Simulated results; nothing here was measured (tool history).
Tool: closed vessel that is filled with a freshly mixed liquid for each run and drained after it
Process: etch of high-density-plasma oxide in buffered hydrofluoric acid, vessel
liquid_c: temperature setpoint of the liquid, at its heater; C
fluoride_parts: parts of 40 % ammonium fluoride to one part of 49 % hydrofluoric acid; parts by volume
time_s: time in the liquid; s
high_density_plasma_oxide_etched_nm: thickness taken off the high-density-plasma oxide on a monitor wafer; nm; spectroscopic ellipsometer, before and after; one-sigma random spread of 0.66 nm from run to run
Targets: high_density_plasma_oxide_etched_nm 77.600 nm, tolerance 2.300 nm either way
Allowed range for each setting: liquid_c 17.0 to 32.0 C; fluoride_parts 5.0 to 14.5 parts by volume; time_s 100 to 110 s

| run | hour | liquid_c | fluoride_parts | time_s | high_density_plasma_oxide_etched_nm |
|---|---|---|---|---|---|
| 1 | 0.0 | 24.0 | 9.0 | 100 | 166.390 |
| 2 | 8.5 | 22.0 | 10.0 | 100 | 139.370 |
| 3 | 13.0 | 22.0 | 10.0 | 100 | 139.450 |
| 4 | 18.7 | 22.0 | 10.0 | 110 | 153.700 |
| 5 | 21.3 | 21.0 | 11.0 | 110 | 131.400 |
| 6 | 21.9 | 20.0 | 11.5 | 110 | 120.640 |
| 7 | 28.4 | 19.5 | 12.0 | 110 | 111.920 |
| 8 | 32.0 | 19.0 | 12.5 | 110 | 103.970 |
|  | 38.6 | thermometer replaced |
| 9 | 38.6 | 18.5 | 13.0 | 110 | 86.921 |
| 10 | 46.2 | 18.0 | 13.0 | 110 | 83.544 |

Of the 4 settings listed for the next run, only one would bring every result within its allowed miss of target. Which one?
| A | 53.8 | 19.5 | 14.5 | 105 | ? |
| B | 53.8 | 18.5 | 13.5 | 110 | ? |
| C | 53.8 | 18.0 | 12.0 | 110 | ? |
| D | 53.8 | 17.5 | 12.0 | 110 | ? |

| move | high_density_plasma_oxide_etched_nm |
|---|---|
| A | 78.358 |
| B | 83.228 |
| C | 90.802 |
| D | 88.256 |
A: every result within its allowed miss
B: nearer than the last run, and not there yet
C: moves away from the targets compared with the last run
D: moves away from the targets compared with the last run
A is the move that brings every result within its allowed miss.

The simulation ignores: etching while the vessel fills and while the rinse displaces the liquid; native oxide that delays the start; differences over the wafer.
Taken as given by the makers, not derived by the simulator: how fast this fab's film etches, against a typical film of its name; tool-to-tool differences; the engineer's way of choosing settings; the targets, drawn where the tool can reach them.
